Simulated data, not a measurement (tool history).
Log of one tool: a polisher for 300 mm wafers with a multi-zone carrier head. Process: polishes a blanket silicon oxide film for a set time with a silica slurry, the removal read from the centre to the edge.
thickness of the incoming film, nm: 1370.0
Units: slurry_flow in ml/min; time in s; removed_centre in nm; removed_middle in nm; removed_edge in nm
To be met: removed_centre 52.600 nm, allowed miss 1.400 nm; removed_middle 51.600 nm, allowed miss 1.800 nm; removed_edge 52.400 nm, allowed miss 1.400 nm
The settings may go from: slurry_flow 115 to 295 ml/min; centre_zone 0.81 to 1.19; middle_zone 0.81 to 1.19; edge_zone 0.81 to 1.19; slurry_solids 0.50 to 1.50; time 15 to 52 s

run  hour  slurry_flow  centre_zone  middle_zone  edge_zone  slurry_solids  time  removed_centre  removed_middle  removed_edge
  1   0.0          190         1.00         1.00       1.00           1.00    33          94.530          92.935        94.561
  2   4.3          185         0.98         0.97       0.95           0.85    30          76.247          75.655        77.889
  3   7.2          185         0.98         0.94       0.95           0.85    30          76.488          73.133        77.291
  4  12.5          185         0.98         0.89       0.95           0.85    30          77.342          72.129        76.532
  5  15.4          185         1.06         0.89       0.95           0.85    30          82.734          71.272        78.134
  6  21.0          185         1.14         0.89       0.95           0.85    30          89.012          71.489        77.453
  7  27.9          180         1.08         0.90       0.91           0.75    28          73.690          63.752        65.054
  8  32.3          165         1.02         0.87       0.89           0.70    28          66.089          58.966        61.878
  9  35.0          155         0.99         0.87       0.87           0.65    28          60.030          54.666        57.541
 10  40.2          145         0.97         0.88       0.85           0.65    28          58.765          54.186        56.717
 11  43.4          140         0.95         0.89       0.84           0.65    28          56.859          55.713        57.109
 12  50.7          140         0.95         0.89       0.83           0.60    28          54.063          52.559        53.563

Which of these 4 next moves meets every target?
  A  58.0          150         1.00         1.02       0.81           0.55    29               ?               ?             ?
  B  58.0          155         0.93         0.89       0.81           0.55    29               ?               ?             ?
  C  58.0          170         0.96         1.06       0.81           0.50    30               ?               ?             ?
  D  58.0          165         1.04         1.10       0.81           0.60    26               ?               ?             ?

move  removed_centre  removed_middle  removed_edge
   A          56.184          56.446        51.790
   B          52.427          51.650        52.022
   C          52.932          56.825        50.501
   D          56.454          57.389        49.723
A: further off than the last run
B: meets every target
C: brings the result that was furthest off to its target, and leaves another outside
D: further off than the last run
Answer: B
